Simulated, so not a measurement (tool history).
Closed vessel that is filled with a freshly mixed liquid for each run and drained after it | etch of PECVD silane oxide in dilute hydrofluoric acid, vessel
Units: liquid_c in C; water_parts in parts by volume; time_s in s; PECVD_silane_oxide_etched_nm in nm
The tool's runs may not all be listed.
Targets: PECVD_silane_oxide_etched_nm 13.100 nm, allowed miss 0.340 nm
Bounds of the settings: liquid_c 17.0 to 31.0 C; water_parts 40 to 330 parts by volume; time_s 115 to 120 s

Run 1, hour 0.0: liquid_c 23.0 C, water_parts 185 parts by volume, time_s 115 s. Result: PECVD_silane_oxide_etched_nm 14.056 nm.
Run 2, hour 7.4: liquid_c 22.5 C, water_parts 185 parts by volume, time_s 115 s. Result: PECVD_silane_oxide_etched_nm 13.755 nm.
Run 3, hour 14.2: liquid_c 22.5 C, water_parts 185 parts by volume, time_s 120 s. Result: PECVD_silane_oxide_etched_nm 14.388 nm.
Run 4, hour 21.6: liquid_c 22.5 C, water_parts 185 parts by volume, time_s 115 s. Result: PECVD_silane_oxide_etched_nm 13.868 nm.
Run 5, hour 26.2: liquid_c 22.5 C, water_parts 155 parts by volume, time_s 115 s. Result: PECVD_silane_oxide_etched_nm 17.006 nm.
Run 6, hour 30.7: liquid_c 21.5 C, water_parts 155 parts by volume, time_s 115 s. Result: PECVD_silane_oxide_etched_nm 16.282 nm.
Run 7, hour 33.7: liquid_c 21.0 C, water_parts 155 parts by volume, time_s 115 s. Result: PECVD_silane_oxide_etched_nm 16.027 nm.
Run 8, hour 41.5: liquid_c 20.5 C, water_parts 155 parts by volume, time_s 115 s. Result: PECVD_silane_oxide_etched_nm 15.746 nm.
Run 9, hour 47.7: liquid_c 20.0 C, water_parts 155 parts by volume, time_s 115 s. Result: PECVD_silane_oxide_etched_nm 15.314 nm.
Run 10, hour 53.5: liquid_c 19.5 C, water_parts 155 parts by volume, time_s 115 s. Result: PECVD_silane_oxide_etched_nm 15.103 nm.
Run 11, hour 57.4: liquid_c 19.0 C, water_parts 155 parts by volume, time_s 115 s. Result: PECVD_silane_oxide_etched_nm 14.845 nm.
Run 12, hour 64.1: liquid_c 17.0 C, water_parts 165 parts by volume, time_s 115 s. Result: PECVD_silane_oxide_etched_nm 12.714 nm.
At hour 70.2: thermometer replaced.
Run 13, hour 70.2: liquid_c 18.0 C, water_parts 165 parts by volume, time_s 115 s. Result: PECVD_silane_oxide_etched_nm 13.902 nm.
Run 14, hour 78.4: liquid_c 18.0 C, water_parts 165 parts by volume, time_s 115 s. Result: PECVD_silane_oxide_etched_nm 13.872 nm.

Which of these 4 next moves meets every target?
Run A, hour 86.6: liquid_c 18.5 C, water_parts 175 parts by volume, time_s 115 s. Result: PECVD_silane_oxide_etched_nm ?.
Run B, hour 86.6: liquid_c 17.0 C, water_parts 175 parts by volume, time_s 115 s. Result: PECVD_silane_oxide_etched_nm ?.
Run C, hour 86.6: liquid_c 17.0 C, water_parts 155 parts by volume, time_s 115 s. Result: PECVD_silane_oxide_etched_nm ?.
Run D, hour 86.6: liquid_c 20.0 C, water_parts 195 parts by volume, time_s 115 s. Result: PECVD_silane_oxide_etched_nm ?.

move  PECVD_silane_oxide_etched_nm
   A                        13.333
   B                        12.554
   C                        14.447
   D                        12.445
A: meets every target
B: takes the result that was furthest off past its target
C: further off than the last run
D: takes the result that was furthest off past its target
The right move is A.

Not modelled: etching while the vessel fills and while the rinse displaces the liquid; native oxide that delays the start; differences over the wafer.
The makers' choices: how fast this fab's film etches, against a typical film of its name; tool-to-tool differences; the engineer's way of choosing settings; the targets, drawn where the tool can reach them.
